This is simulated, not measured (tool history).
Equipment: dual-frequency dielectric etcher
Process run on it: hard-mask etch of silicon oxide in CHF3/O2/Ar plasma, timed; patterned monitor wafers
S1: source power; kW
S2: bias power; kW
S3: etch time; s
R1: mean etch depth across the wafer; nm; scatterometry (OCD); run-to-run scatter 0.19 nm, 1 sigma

run 1 hour=0 | S1=0.58 S2=0.119 S3=26.5 | R1=39.307
run 2 hour=4.7 | S1=0.55 S2=0.118 S3=26.5 | R1=38.569
run 3 hour=7 | S1=0.61 S2=0.118 S3=26.5 | R1=39.796
run 4 hour=12.9 | S1=0.61 S2=0.118 S3=26.5 | R1=39.84
-- hour=18.2 bias power generator calibrated
run 5 hour=18.2 | S1=0.68 S2=0.118 S3=26.5 | R1=41.685
run 6 hour=24 | S1=0.68 S2=0.101 S3=26.5 | R1=39.615
run 7 hour=28.7 | S1=0.65 S2=0.1 S3=26.5 | R1=38.485

Run 8 is up next; what results do you expect?
run 8 hour=37.5 | S1=0.63 S2=0.099 S3=26.5 | R1=?

{"run 8": {"R1": 38.584}}
